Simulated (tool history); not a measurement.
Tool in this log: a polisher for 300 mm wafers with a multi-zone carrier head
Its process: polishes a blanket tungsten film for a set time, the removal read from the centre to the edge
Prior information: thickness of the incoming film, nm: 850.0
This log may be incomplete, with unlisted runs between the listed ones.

| run | hour | flow of slurry (ml/min) | pressure of the head's centre zone | pressure of the head's middle zone | pressure of the head's edge zone | abrasive content of the slurry | polishing time (s) | film removed at the wafer's centre (nm) | film removed at mid-radius (nm) | film removed at the wafer's edge (nm) |
|---|---|---|---|---|---|---|---|---|---|---|
| 1 | 0.0 | 225 | 1.00 | 1.00 | 1.00 | 1.00 | 67 | 279.67 | 282.44 | 280.11 |
| 2 | 6.4 | 240 | 0.99 | 1.04 | 1.02 | 1.00 | 67 | 278.96 | 294.00 | 285.53 |
| 3 | 15.4 | 250 | 0.98 | 1.07 | 1.03 | 1.00 | 67 | 276.51 | 302.45 | 290.64 |
| 4 | 23.8 | 260 | 0.97 | 1.10 | 1.03 | 1.00 | 67 | 276.67 | 307.33 | 288.23 |
| 5 | 32.1 | 260 | 1.02 | 1.10 | 1.03 | 1.00 | 67 | 290.06 | 302.91 | 289.71 |
| 6 | 39.5 | 260 | 1.00 | 1.12 | 1.04 | 1.05 | 67 | 290.64 | 314.90 | 293.46 |
| 7 | 41.1 | 260 | 0.98 | 1.13 | 1.05 | 1.05 | 67 | 285.99 | 328.43 | 290.55 |
| 8 | 49.1 | 270 | 0.92 | 1.11 | 1.15 | 1.10 | 67 | 271.48 | 317.17 | 312.81 |

Expected results for the next run?
| 9 | 56.2 | 270 | 0.92 | 1.13 | 1.14 | 1.10 | 67 | ? | ? | ? |

Run 9 gave film removed at the wafer's centre (nm) 271.07, film removed at mid-radius (nm) 318.66, film removed at the wafer's edge (nm) 312.46.
